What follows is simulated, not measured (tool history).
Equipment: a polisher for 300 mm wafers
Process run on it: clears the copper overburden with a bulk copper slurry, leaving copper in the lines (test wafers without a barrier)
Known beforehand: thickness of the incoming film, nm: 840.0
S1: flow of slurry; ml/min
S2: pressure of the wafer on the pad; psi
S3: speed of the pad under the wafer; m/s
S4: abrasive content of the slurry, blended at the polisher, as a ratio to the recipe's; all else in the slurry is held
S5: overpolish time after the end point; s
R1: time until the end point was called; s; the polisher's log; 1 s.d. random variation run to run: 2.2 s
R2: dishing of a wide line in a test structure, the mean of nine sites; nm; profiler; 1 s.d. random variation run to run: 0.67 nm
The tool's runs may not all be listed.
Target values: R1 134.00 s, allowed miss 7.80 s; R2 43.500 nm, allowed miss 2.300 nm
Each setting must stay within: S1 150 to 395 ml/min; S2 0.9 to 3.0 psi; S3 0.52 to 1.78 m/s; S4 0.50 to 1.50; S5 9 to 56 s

run,hour,S1,S2,S3,S4,S5,R1,R2
1,0.0,250,1.9,1.14,1.00,29,124.38,89.016
2,8.2,255,1.7,1.24,1.00,24,123.46,78.266
3,16.4,255,1.7,1.24,1.00,32,126.57,91.509
4,20.6,260,1.5,1.30,1.00,27,133.15,77.988
5,29.0,260,1.5,1.30,1.00,17,135.27,58.532
6,37.2,300,1.5,1.30,1.00,17,131.14,58.239
7,45.9,315,1.5,1.32,1.00,15,129.13,55.464
8,47.5,330,1.5,1.34,1.00,14,127.33,53.529
9,51.3,340,1.5,1.36,1.00,13,122.22,52.021
10,58.0,345,1.5,1.36,1.00,12,124.44,47.622
11,63.0,350,1.3,1.36,1.00,10,141.39,36.211
12,66.5,340,1.3,1.36,1.00,10,141.86,37.503
13,69.8,335,1.3,1.36,1.00,10,146.25,36.626
14,77.5,330,1.3,1.36,1.00,10,145.17,36.772

Which one of the following 5 next-run settings gets every result inside its allowed miss? There is exactly one.
A,85.2,335,1.4,1.14,1.10,16,?,?
B,85.2,330,1.5,1.14,1.10,12,?,?
C,85.2,360,1.1,1.62,1.15,12,?,?
D,85.2,300,1.3,1.36,0.70,17,?,?
E,85.2,330,1.3,1.24,1.05,15,?,?

move,R1,R2
A,157.56,50.697
B,147.62,43.187
C,138.67,43.839
D,159.05,52.103
E,157.73,47.912
A: carries the result that was furthest off beyond its target, to the other side
B: the worst result of the last run now meets its target, but another is out of spec
C: each result inside its tolerance
D: carries the result that was furthest off beyond its target, to the other side
E: carries the result that was furthest off beyond its target, to the other side
Correct choice: C, which meets every target

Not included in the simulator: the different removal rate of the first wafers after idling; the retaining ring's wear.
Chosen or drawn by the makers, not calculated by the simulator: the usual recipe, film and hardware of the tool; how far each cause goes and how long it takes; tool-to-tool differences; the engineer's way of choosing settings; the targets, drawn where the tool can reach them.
